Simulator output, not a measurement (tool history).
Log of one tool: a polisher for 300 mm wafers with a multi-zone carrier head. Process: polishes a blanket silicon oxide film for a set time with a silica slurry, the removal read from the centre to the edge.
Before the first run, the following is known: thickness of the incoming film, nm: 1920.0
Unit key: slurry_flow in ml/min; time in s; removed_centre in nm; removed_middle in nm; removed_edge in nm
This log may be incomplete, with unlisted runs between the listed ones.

run 1 hour=0 | slurry_flow=255 centre_zone=1 middle_zone=1 edge_zone=1 slurry_solids=1 time=78 | removed_centre=245.53 removed_middle=246.88 removed_edge=245.03
run 2 hour=1.3 | slurry_flow=255 centre_zone=1 middle_zone=1 edge_zone=1 slurry_solids=1 time=64 | removed_centre=203.96 removed_middle=204.29 removed_edge=199.94
run 3 hour=10.2 | slurry_flow=255 centre_zone=0.94 middle_zone=1 edge_zone=1 slurry_solids=1 time=64 | removed_centre=193.47 removed_middle=202.06 removed_edge=200.92
run 4 hour=12.7 | slurry_flow=270 centre_zone=0.95 middle_zone=0.99 edge_zone=1.01 slurry_solids=1 time=64 | removed_centre=196.22 removed_middle=202.76 removed_edge=203.11
run 5 hour=17.4 | slurry_flow=270 centre_zone=0.95 middle_zone=0.99 edge_zone=1.01 slurry_solids=0.85 time=64 | removed_centre=180.67 removed_middle=184.74 removed_edge=184.19
run 6 hour=25.8 | slurry_flow=230 centre_zone=0.95 middle_zone=0.99 edge_zone=1.01 slurry_solids=0.85 time=64 | removed_centre=178.96 removed_middle=184.84 removed_edge=182.51
run 7 hour=28 | slurry_flow=240 centre_zone=0.97 middle_zone=1 edge_zone=1.04 slurry_solids=0.85 time=64 | removed_centre=180.12 removed_middle=185.83 removed_edge=185.99
run 8 hour=33.4 | slurry_flow=250 centre_zone=1 middle_zone=1 edge_zone=1.06 slurry_solids=0.85 time=64 | removed_centre=187.47 removed_middle=185.15 removed_edge=187.39
run 9 hour=39.1 | slurry_flow=250 centre_zone=1 middle_zone=1 edge_zone=1.06 slurry_solids=0.85 time=64 | removed_centre=186.7 removed_middle=187.5 removed_edge=186.13
run 10 hour=45.9 | slurry_flow=260 centre_zone=1.01 middle_zone=1 edge_zone=1.08 slurry_solids=0.9 time=64 | removed_centre=194.93 removed_middle=191.41 removed_edge=198.72
run 11 hour=53.5 | slurry_flow=275 centre_zone=1.02 middle_zone=1.01 edge_zone=1.09 slurry_solids=0.9 time=64 | removed_centre=196.85 removed_middle=195.4 removed_edge=199.62
run 12 hour=57.9 | slurry_flow=285 centre_zone=1.03 middle_zone=1.01 edge_zone=1.1 slurry_solids=0.9 time=64 | removed_centre=199.87 removed_middle=193.92 removed_edge=201.08
run 13 hour=64.1 | slurry_flow=295 centre_zone=1.04 middle_zone=1.01 edge_zone=1.11 slurry_solids=0.9 time=64 | removed_centre=203.26 removed_middle=198.11 removed_edge=202.89
run 14 hour=70.4 | slurry_flow=305 centre_zone=1.04 middle_zone=1.01 edge_zone=1.12 slurry_solids=0.9 time=64 | removed_centre=201.31 removed_middle=196.15 removed_edge=201.32
run 15 hour=78 | slurry_flow=305 centre_zone=1.05 middle_zone=1.01 edge_zone=1.13 slurry_solids=0.9 time=64 | removed_centre=205.82 removed_middle=195.04 removed_edge=205.21
run 16 hour=84.8 | slurry_flow=315 centre_zone=1.05 middle_zone=1.01 edge_zone=1.13 slurry_solids=0.9 time=64 | removed_centre=204.19 removed_middle=197.03 removed_edge=202.16

Run 17, settings as shown, results not yet in. Your forecast:
run 17 hour=88.9 | slurry_flow=315 centre_zone=1.06 middle_zone=1.01 edge_zone=1.14 slurry_solids=0.9 time=64 | removed_centre=? removed_middle=? removed_edge=?

Logged for run 17: removed_centre 206.39 nm, removed_middle 199.71 nm, removed_edge 203.91 nm.
